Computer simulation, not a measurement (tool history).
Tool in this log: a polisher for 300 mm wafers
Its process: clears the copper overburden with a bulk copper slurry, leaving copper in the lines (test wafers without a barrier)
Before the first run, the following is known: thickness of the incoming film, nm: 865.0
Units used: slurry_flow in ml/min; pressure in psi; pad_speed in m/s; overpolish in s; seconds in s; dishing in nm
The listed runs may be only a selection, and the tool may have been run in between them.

Run 1, hour 0.0: slurry_flow 230 ml/min, pressure 2.5 psi, pad_speed 0.84 m/s, slurry_solids 1.0, overpolish 30 s. Result: seconds 140.36 s, dishing 81.600 nm.
Run 2, hour 7.5: slurry_flow 230 ml/min, pressure 2.3 psi, pad_speed 0.82 m/s, slurry_solids 1.0, overpolish 33 s. Result: seconds 150.22 s, dishing 82.868 nm.
Run 3, hour 13.1: slurry_flow 230 ml/min, pressure 2.3 psi, pad_speed 0.82 m/s, slurry_solids 1.0, overpolish 42 s. Result: seconds 147.12 s, dishing 92.945 nm.
Run 4, hour 13.9: slurry_flow 275 ml/min, pressure 2.3 psi, pad_speed 0.82 m/s, slurry_solids 1.0, overpolish 42 s. Result: seconds 142.80 s, dishing 94.604 nm.
Run 5, hour 16.4: slurry_flow 275 ml/min, pressure 2.3 psi, pad_speed 0.96 m/s, slurry_solids 1.0, overpolish 42 s. Result: seconds 127.78 s, dishing 94.333 nm.
Run 6, hour 24.5: slurry_flow 275 ml/min, pressure 2.3 psi, pad_speed 0.96 m/s, slurry_solids 1.0, overpolish 33 s. Result: seconds 133.70 s, dishing 87.899 nm.

Run 7 has not been measured yet. What should we expect?
Run 7, hour 27.6: slurry_flow 275 ml/min, pressure 2.0 psi, pad_speed 0.94 m/s, slurry_solids 1.0, overpolish 35 s. Result: seconds ?, dishing ?.

Run 7 measured seconds 146.33 s, dishing 86.636 nm.
